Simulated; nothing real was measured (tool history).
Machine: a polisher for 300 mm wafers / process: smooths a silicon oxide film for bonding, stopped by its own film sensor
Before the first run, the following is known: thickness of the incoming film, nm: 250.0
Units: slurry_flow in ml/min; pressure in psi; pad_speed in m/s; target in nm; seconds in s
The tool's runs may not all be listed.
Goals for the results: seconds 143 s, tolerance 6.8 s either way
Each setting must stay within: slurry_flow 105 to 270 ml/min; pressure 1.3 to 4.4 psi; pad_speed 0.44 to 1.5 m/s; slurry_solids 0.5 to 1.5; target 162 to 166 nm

run 1 day=0 | slurry_flow=175 pressure=2.8 pad_speed=0.96 slurry_solids=1 target=166 | seconds=114.88
run 2 day=0.233 | slurry_flow=175 pressure=2.6 pad_speed=0.96 slurry_solids=1 target=166 | seconds=122.57
run 3 day=0.512 | slurry_flow=175 pressure=2.6 pad_speed=0.96 slurry_solids=0.9 target=166 | seconds=125.35
run 4 day=0.567 | slurry_flow=175 pressure=2.6 pad_speed=1.2 slurry_solids=0.9 target=166 | seconds=105.33
run 5 day=0.629 | slurry_flow=175 pressure=2.6 pad_speed=1.2 slurry_solids=1.1 target=166 | seconds=96.345
run 6 day=0.942 | slurry_flow=175 pressure=2.3 pad_speed=1.18 slurry_solids=1.1 target=166 | seconds=109.53
run 7 day=1.046 | slurry_flow=175 pressure=2.1 pad_speed=1.18 slurry_solids=1.1 target=166 | seconds=118.92
run 8 day=1.196 | slurry_flow=175 pressure=2 pad_speed=1.18 slurry_solids=1.1 target=166 | seconds=127.7
run 9 day=1.521 | slurry_flow=175 pressure=1.9 pad_speed=1.18 slurry_solids=1.1 target=166 | seconds=128.5

Of the 4 settings listed for the next run, only one would bring every result within its allowed miss of target. Which one?
run A day=1.846 | slurry_flow=180 pressure=1.8 pad_speed=1.24 slurry_solids=1.4 target=163 | seconds=?
run B day=1.846 | slurry_flow=235 pressure=2.1 pad_speed=1.3 slurry_solids=0.95 target=166 | seconds=?
run C day=1.846 | slurry_flow=170 pressure=2.4 pad_speed=0.82 slurry_solids=1.05 target=166 | seconds=?
run D day=1.846 | slurry_flow=160 pressure=3 pad_speed=1.14 slurry_solids=0.75 target=163 | seconds=?

move=A seconds=126.2
move=B seconds=115.2
move=C seconds=148.61
move=D seconds=113.27
A: the biggest miss grows against the last run
B: the biggest miss grows against the last run
C: in spec on every target
D: the biggest miss grows against the last run
Answer: C
